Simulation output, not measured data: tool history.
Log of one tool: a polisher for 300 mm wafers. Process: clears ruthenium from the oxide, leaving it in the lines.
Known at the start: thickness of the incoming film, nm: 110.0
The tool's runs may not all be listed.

run  hour  flow of slurry (ml/min)  pressure of the wafer on the pad (psi)  speed of the pad under the wafer (m/s)  overpolish time after the end point (s)  time until the end point was called (s)
  1     0                      195                                     2.5                                    0.78                                       24                                   108.38
  2     7                      195                                     2.1                                    0.74                                       24                                   125.37
  3    10                      195                                     1.6                                    0.74                                       24                                   152.15
  4  16.5                      195                                     1.6                                    0.74                                       24                                   148.88
  5  22.8                      195                                     1.6                                    0.74                                       24                                   151.89
  6    31                      195                                     1.5                                     0.7                                       24                                   167.91
  7  37.1                      195                                     1.4                                    0.68                                       24                                   173.91

Forecast run 8:
  8  45.7                      195                                     1.3                                    0.64                                       24                                        ?

Run 8 gave time until the end point was called (s) 190.54.

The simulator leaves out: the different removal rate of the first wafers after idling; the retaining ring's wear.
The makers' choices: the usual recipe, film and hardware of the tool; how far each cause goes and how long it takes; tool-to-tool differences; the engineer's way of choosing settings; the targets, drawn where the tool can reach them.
